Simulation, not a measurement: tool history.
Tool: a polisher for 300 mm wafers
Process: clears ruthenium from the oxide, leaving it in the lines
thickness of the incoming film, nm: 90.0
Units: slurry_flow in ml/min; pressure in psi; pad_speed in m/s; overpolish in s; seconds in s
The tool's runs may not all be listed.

run,hour,slurry_flow,pressure,pad_speed,overpolish,seconds
1,0,290,2.3,1.16,47,61.934
2,6.5,290,2.4,1.16,47,60.03
3,9.3,250,2.4,1.16,47,60.286
4,9.9,315,2.4,1.16,47,59.745
5,18.2,315,2.1,1.16,47,68.834
6,23.3,370,2.1,1.16,47,67.313
7,28,370,2.2,1.16,47,63.871
8,34.9,370,2.3,1.16,47,60.5
9,42,370,2.4,1.16,47,58.973
10,48.6,370,2.5,1.16,47,55.321

The next listed run, before its measurement:
11,55.6,370,2.5,1.16,47,?

seconds: 56.734 s
